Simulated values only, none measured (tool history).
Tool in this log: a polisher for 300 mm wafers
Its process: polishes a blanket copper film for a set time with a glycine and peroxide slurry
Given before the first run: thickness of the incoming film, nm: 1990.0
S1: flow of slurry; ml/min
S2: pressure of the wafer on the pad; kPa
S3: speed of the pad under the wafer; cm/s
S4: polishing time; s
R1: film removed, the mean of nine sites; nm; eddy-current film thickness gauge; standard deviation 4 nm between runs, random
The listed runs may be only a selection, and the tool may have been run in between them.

| run | hour | S1 | S2 | S3 | S4 | R1 |
|---|---|---|---|---|---|---|
| 1 | 0.0 | 140 | 24.1 | 80 | 39 | 244.92 |
| 2 | 4.4 | 140 | 24.1 | 72 | 39 | 224.57 |
| 3 | 6.2 | 140 | 29.6 | 72 | 39 | 250.98 |
| 4 | 11.3 | 140 | 24.1 | 72 | 39 | 226.19 |
| 5 | 12.8 | 140 | 24.1 | 80 | 39 | 242.53 |
| 6 | 14.8 | 140 | 20.7 | 80 | 39 | 234.98 |
| 7 | 21.0 | 145 | 24.8 | 84 | 39 | 262.54 |
| 8 | 23.0 | 150 | 27.6 | 86 | 39 | 287.96 |
| 9 | 25.7 | 160 | 29.6 | 86 | 39 | 300.66 |
| 10 | 31.4 | 160 | 31.7 | 86 | 39 | 312.55 |
| 11 | 34.7 | 160 | 33.1 | 86 | 39 | 316.44 |
| 12 | 36.0 | 165 | 34.5 | 88 | 39 | 338.86 |

Run 13 is up next; what results do you expect?
| 13 | 37.3 | 165 | 35.2 | 88 | 39 | ? |

R1: 340.02 nm
